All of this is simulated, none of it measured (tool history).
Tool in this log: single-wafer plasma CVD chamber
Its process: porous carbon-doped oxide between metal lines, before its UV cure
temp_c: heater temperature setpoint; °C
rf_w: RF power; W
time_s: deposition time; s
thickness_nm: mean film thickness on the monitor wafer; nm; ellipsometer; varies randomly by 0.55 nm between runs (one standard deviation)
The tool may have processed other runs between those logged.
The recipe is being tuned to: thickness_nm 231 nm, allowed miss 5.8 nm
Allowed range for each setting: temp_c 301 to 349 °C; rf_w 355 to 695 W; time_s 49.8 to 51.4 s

run 1 hour=0 | temp_c=325 rf_w=525 time_s=49.8 | thickness_nm=259.5
run 2 hour=4.5 | temp_c=317 rf_w=525 time_s=49.8 | thickness_nm=273.45
run 3 hour=6.5 | temp_c=311 rf_w=525 time_s=49.8 | thickness_nm=281.43
run 4 hour=9.8 | temp_c=311 rf_w=590 time_s=49.8 | thickness_nm=299.08
-- hour=11.7 RF generator calibrated
run 5 hour=11.7 | temp_c=318 rf_w=560 time_s=49.8 | thickness_nm=285.15
run 6 hour=20.5 | temp_c=318 rf_w=510 time_s=49.8 | thickness_nm=272.39
run 7 hour=23.4 | temp_c=324 rf_w=495 time_s=49.8 | thickness_nm=259.19
run 8 hour=31.4 | temp_c=328 rf_w=485 time_s=49.8 | thickness_nm=251.95

Exactly one of the 5 candidate moves below puts every result within its allowed miss. Which one?
run A hour=39.4 | temp_c=337 rf_w=460 time_s=49.8 | thickness_nm=?
run B hour=39.4 | temp_c=325 rf_w=460 time_s=49.9 | thickness_nm=?
run C hour=39.4 | temp_c=332 rf_w=450 time_s=51 | thickness_nm=?
run D hour=39.4 | temp_c=319 rf_w=400 time_s=51.4 | thickness_nm=?
run E hour=39.4 | temp_c=333 rf_w=445 time_s=51.4 | thickness_nm=?

move=A thickness_nm=233.37
move=B thickness_nm=249.14
move=C thickness_nm=242.39
move=D thickness_nm=246.41
move=E thickness_nm=241.66
A: meets every target
B: closer than the last run, but not yet in spec
C: closer than the last run, but not yet in spec
D: closer than the last run, but not yet in spec
E: closer than the last run, but not yet in spec
A is the move that brings every result within its allowed miss.
